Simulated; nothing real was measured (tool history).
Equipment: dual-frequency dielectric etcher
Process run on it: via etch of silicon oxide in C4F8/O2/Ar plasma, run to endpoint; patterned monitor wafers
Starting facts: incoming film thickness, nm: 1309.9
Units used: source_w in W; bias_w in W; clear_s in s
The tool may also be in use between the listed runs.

run,hour,source_w,bias_w,clear_s
1,0,1560,2408,278.18
2,3.4,1400,2408,290.17
3,5.1,1240,2408,307.86
4,12.1,1220,2400,305.79
5,17.4,1200,2388,309.48
6,24.1,1430,2388,289.36
7,27.3,1390,2363,294.63
8,28.9,1350,2343,296.83
9,33.6,1320,2323,301.71

For run 10, what comes out?
10,39.5,1300,2309,?

Run 10 produced clear_s 302.48 s.
